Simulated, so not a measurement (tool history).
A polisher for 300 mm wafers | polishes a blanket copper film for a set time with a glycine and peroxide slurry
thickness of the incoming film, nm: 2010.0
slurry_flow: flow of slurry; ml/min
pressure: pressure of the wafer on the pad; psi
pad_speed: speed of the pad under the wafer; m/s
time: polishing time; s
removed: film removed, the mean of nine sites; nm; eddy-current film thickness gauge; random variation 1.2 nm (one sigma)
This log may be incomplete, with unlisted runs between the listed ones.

run  hour  slurry_flow  pressure  pad_speed  time  removed
  1   0.0          165       2.2       1.22    35   180.76
  2   2.7          165       1.9       1.20    35   160.84
  3   8.9          165       1.7       1.18    35   145.87
  4  11.9          165       1.9       1.18    35   159.50
  5  20.2          165       1.7       1.16    35   145.34
  6  28.7          165       2.1       1.16    35   170.77
  7  32.5          165       1.9       1.14    35   155.73
  8  36.5          165       1.7       1.12    35   141.71
  9  38.3          165       1.7       1.12    35   142.16

Estimate the outcome of run 10 from the log above:
 10  45.0          165       1.5       1.12    35        ?

{"run 10": {"removed": 129.39}}
